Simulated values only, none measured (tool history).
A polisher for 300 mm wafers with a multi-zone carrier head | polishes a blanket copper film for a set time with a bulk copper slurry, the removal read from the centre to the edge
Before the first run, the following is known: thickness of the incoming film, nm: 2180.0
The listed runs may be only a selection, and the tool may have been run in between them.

run	hour	flow of slurry (ml/min)	pressure of the head's centre zone	pressure of the head's middle zone	pressure of the head's edge zone	abrasive content of the slurry	polishing time (s)	film removed at the wafer's centre (Å)	film removed at mid-radius (Å)	film removed at the wafer's edge (Å)
1	0.0	150	1.00	1.00	1.00	1.00	35	1781.9	1766.0	1771.2
2	2.1	150	1.00	1.00	1.00	1.00	43	2219.6	2174.6	2149.1
3	5.9	150	1.05	1.00	1.00	1.00	43	2282.0	2192.4	2209.1
4	9.0	140	1.01	0.97	0.96	0.90	41	2001.0	1966.3	1978.7
5	11.6	145	1.02	0.95	0.93	0.80	38	1842.2	1754.0	1757.0
6	14.1	145	1.02	1.03	0.93	0.80	38	1866.9	1842.7	1771.5

What does the tool deliver on the next run?
7	22.2	140	1.01	1.00	0.91	0.75	37	?	?	?

{"run 7": {"film removed at the wafer's centre (Å)": 1749.9, "film removed at mid-radius (Å)": 1714.1, "film removed at the wafer's edge (Å)": 1680.8}}
